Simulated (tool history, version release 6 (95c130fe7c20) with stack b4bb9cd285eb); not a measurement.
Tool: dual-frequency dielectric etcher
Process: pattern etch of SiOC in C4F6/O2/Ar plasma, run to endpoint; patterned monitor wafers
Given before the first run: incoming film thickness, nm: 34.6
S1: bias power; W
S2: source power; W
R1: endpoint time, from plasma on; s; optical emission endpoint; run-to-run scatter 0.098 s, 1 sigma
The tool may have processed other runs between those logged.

Run 1, hour 0: S1 464 W, S2 390 W. Result: R1 11.464 s.
Run 2, hour 1.2: S1 415 W, S2 350 W. Result: R1 12.361 s.
Run 3, hour 6.6: S1 387 W, S2 350 W. Result: R1 12.667 s.
Run 4, hour 7.5: S1 458 W, S2 350 W. Result: R1 11.854 s.
Run 5, hour 15.1: S1 458 W, S2 380 W. Result: R1 11.549 s.
Run 6, hour 22.8: S1 458 W, S2 410 W. Result: R1 11.363 s.
Run 7, hour 27.3: S1 408 W, S2 360 W. Result: R1 12.452 s.
Run 8, hour 33.6: S1 372 W, S2 340 W. Result: R1 12.922 s.

What does the tool deliver on the next run?
Run 9, hour 38.2: S1 346 W, S2 310 W. Result: R1 ?.

{"run 9": {"R1": 13.915}}
